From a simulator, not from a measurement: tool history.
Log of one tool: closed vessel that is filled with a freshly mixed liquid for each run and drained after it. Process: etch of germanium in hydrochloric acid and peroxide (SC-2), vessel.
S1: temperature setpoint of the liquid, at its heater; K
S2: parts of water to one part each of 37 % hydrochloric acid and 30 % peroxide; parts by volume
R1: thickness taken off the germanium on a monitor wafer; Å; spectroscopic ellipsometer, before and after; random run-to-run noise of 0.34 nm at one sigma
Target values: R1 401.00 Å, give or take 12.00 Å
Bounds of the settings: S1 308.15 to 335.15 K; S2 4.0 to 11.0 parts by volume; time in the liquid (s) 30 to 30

run 1 hour=0.0 | S1=319.15 S2=6.0 time_in_the_liquid_(s)=30 | R1=464.22
run 2 hour=6.6 | S1=319.15 S2=7.0 time_in_the_liquid_(s)=30 | R1=462.49
run 3 hour=7.8 | S1=319.15 S2=7.0 time_in_the_liquid_(s)=30 | R1=466.56
run 4 hour=10.5 | S1=319.15 S2=8.5 time_in_the_liquid_(s)=30 | R1=453.20
run 5 hour=15.7 | S1=318.15 S2=8.5 time_in_the_liquid_(s)=30 | R1=440.05
run 6 hour=23.5 | S1=318.15 S2=10.5 time_in_the_liquid_(s)=30 | R1=431.13
run 7 hour=29.7 | S1=317.65 S2=10.5 time_in_the_liquid_(s)=30 | R1=424.46
run 8 hour=34.8 | S1=317.15 S2=10.5 time_in_the_liquid_(s)=30 | R1=419.60

Next run, 4 choices. One meets every target within its allowed miss, the rest don't. Which?
run A hour=39.9 | S1=318.15 S2=11.0 time_in_the_liquid_(s)=30 | R1=?
run B hour=39.9 | S1=318.65 S2=10.0 time_in_the_liquid_(s)=30 | R1=?
run C hour=39.9 | S1=318.65 S2=11.0 time_in_the_liquid_(s)=30 | R1=?
run D hour=39.9 | S1=316.15 S2=10.0 time_in_the_liquid_(s)=30 | R1=?

move=A R1=427.72
move=B R1=438.61
move=C R1=434.70
move=D R1=404.15
A: its largest miss is bigger than the last run's
B: its largest miss is bigger than the last run's
C: its largest miss is bigger than the last run's
D: all results in spec
The right move is D.

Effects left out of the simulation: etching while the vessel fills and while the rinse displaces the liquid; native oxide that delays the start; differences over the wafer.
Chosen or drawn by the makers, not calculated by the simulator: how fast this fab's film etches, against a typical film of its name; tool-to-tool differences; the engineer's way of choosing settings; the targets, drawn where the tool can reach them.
